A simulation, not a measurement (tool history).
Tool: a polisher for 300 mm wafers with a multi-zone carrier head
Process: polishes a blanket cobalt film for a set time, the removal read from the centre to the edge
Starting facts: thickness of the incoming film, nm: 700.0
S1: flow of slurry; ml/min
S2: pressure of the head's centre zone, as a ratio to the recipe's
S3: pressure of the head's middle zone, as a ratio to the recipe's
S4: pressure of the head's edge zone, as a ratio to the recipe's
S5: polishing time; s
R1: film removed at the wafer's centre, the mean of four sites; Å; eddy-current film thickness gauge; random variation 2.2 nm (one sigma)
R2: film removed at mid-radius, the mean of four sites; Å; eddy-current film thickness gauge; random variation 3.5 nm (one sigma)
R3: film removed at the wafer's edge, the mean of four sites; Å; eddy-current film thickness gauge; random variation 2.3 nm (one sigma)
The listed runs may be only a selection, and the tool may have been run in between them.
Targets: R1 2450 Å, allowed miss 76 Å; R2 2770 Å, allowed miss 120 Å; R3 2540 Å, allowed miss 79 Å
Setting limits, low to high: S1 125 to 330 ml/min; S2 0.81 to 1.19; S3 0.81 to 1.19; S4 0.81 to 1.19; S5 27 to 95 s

{"run": 1, "day": 0.0, "S1": 210, "S2": 1, "S3": 1, "S4": 1, "S5": 61, "R1": 2854.6, "R2": 2793.5, "R3": 2866.4}
{"run": 2, "day": 0.325, "S1": 205, "S2": 0.99, "S3": 1.01, "S4": 0.98, "S5": 61, "R1": 2805.6, "R2": 2776.6, "R3": 2782.2}
{"run": 3, "day": 0.579, "S1": 205, "S2": 0.95, "S3": 1.01, "S4": 0.98, "S5": 61, "R1": 2714.2, "R2": 2837.3, "R3": 2798.8}
{"run": 4, "day": 0.904, "S1": 205, "S2": 0.95, "S3": 1.08, "S4": 0.98, "S5": 61, "R1": 2699.5, "R2": 2927.2, "R3": 2768.6}
{"run": 5, "day": 1.117, "S1": 200, "S2": 0.94, "S3": 1.08, "S4": 0.97, "S5": 61, "R1": 2662.7, "R2": 2885.6, "R3": 2838.8}
{"run": 6, "day": 1.254, "S1": 205, "S2": 0.94, "S3": 1.08, "S4": 0.96, "S5": 60, "R1": 2572, "R2": 2834.8, "R3": 2720.8}
{"run": 7, "day": 1.296, "S1": 205, "S2": 0.94, "S3": 1.08, "S4": 0.95, "S5": 60, "R1": 2611.1, "R2": 2906, "R3": 2718.9}
{"run": 8, "day": 1.625, "S1": 200, "S2": 0.94, "S3": 1.08, "S4": 0.94, "S5": 60, "R1": 2645.4, "R2": 2887.1, "R3": 2701.6}
{"run": 9, "day": 1.804, "S1": 200, "S2": 0.93, "S3": 1.08, "S4": 0.94, "S5": 60, "R1": 2564.8, "R2": 2917.9, "R3": 2738.2}

4 candidate next runs follow, results not yet known. Just one meets every target within its allowed miss. Identify it.
{"run": "A", "day": 1.983, "S1": 225, "S2": 1, "S3": 1.12, "S4": 0.95, "S5": 56, "R1": "?", "R2": "?", "R3": "?"}
{"run": "B", "day": 1.983, "S1": 270, "S2": 0.96, "S3": 1.14, "S4": 0.81, "S5": 54, "R1": "?", "R2": "?", "R3": "?"}
{"run": "C", "day": 1.983, "S1": 210, "S2": 0.95, "S3": 1.19, "S4": 1, "S5": 55, "R1": "?", "R2": "?", "R3": "?"}
{"run": "D", "day": 1.983, "S1": 185, "S2": 0.92, "S3": 1.19, "S4": 0.86, "S5": 55, "R1": "?", "R2": "?", "R3": "?"}

move=A R1=2648.1 R2=2730.7 R3=2581.9
move=B R1=2494.7 R2=2702.7 R3=2343.8
move=C R1=2453.1 R2=2756.6 R3=2584.9
move=D R1=2343.4 R2=2724.7 R3=2388.2
A: brings the result that was furthest off to its target, and leaves another outside
B: carries the result that was furthest off beyond its target, to the other side
C: in spec on every target
D: carries the result that was furthest off beyond its target, to the other side
The move that meets every target is C.
